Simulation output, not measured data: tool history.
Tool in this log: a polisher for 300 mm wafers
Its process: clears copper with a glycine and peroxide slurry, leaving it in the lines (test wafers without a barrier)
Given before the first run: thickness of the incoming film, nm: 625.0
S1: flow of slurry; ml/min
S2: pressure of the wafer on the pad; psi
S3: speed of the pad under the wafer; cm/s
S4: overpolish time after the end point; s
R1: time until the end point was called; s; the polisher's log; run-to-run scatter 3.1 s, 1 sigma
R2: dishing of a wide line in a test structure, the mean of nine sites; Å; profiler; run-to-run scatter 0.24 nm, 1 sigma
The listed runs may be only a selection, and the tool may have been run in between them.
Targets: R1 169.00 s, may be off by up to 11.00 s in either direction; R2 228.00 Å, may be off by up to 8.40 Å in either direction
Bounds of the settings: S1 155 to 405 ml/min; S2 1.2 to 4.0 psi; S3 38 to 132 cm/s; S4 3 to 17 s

{"run": 1, "hour": 0.0, "S1": 260, "S2": 2.6, "S3": 84, "S4": 9, "R1": 123.64, "R2": 325.73}
{"run": 2, "hour": 3.7, "S1": 260, "S2": 2.5, "S3": 84, "S4": 9, "R1": 127.48, "R2": 326.49}
{"run": 3, "hour": 8.2, "S1": 260, "S2": 2.4, "S3": 84, "S4": 9, "R1": 130.27, "R2": 314.12}
{"run": 4, "hour": 15.2, "S1": 260, "S2": 2.3, "S3": 84, "S4": 9, "R1": 136.33, "R2": 310.3}
{"run": 5, "hour": 17.6, "S1": 260, "S2": 2.3, "S3": 98, "S4": 9, "R1": 122.18, "R2": 341.94}
{"run": 6, "hour": 26.7, "S1": 260, "S2": 2.8, "S3": 98, "S4": 9, "R1": 106.67, "R2": 379.98}
{"run": 7, "hour": 29.4, "S1": 260, "S2": 2.6, "S3": 96, "S4": 9, "R1": 116.62, "R2": 355.46}
{"run": 8, "hour": 37.4, "S1": 260, "S2": 2.5, "S3": 94, "S4": 9, "R1": 118.56, "R2": 342.39}
{"run": 9, "hour": 40.5, "S1": 260, "S2": 2.4, "S3": 92, "S4": 9, "R1": 128.94, "R2": 330.52}
{"run": 10, "hour": 42.7, "S1": 260, "S2": 2.3, "S3": 90, "S4": 9, "R1": 123.77, "R2": 320.78}
{"run": 11, "hour": 46.4, "S1": 260, "S2": 2.2, "S3": 88, "S4": 9, "R1": 135.01, "R2": 307.67}
{"run": 12, "hour": 51.4, "S1": 260, "S2": 2.1, "S3": 88, "S4": 9, "R1": 139.89, "R2": 298.06}

4 next moves are on the table. One of them brings every result within its allowed miss. Which?
{"run": "A", "hour": 56.4, "S1": 265, "S2": 1.7, "S3": 96, "S4": 7, "R1": "?", "R2": "?"}
{"run": "B", "hour": 56.4, "S1": 330, "S2": 2.6, "S3": 62, "S4": 7, "R1": "?", "R2": "?"}
{"run": "C", "hour": 56.4, "S1": 230, "S2": 1.5, "S3": 92, "S4": 8, "R1": "?", "R2": "?"}
{"run": "D", "hour": 56.4, "S1": 330, "S2": 2.1, "S3": 88, "S4": 7, "R1": "?", "R2": "?"}

move=A R1=151.87 R2=225.76
move=B R1=152.30 R2=229.19
move=C R1=170.34 R2=228.86
move=D R1=138.74 R2=246.07
A: brings the last run's worst result on target, with another outside its allowed miss
B: brings the last run's worst result on target, with another outside its allowed miss
C: all results land within tolerance of their targets
D: an improvement on the last run, though not all results are within tolerance
So the answer is move C, the one that meets all the targets.

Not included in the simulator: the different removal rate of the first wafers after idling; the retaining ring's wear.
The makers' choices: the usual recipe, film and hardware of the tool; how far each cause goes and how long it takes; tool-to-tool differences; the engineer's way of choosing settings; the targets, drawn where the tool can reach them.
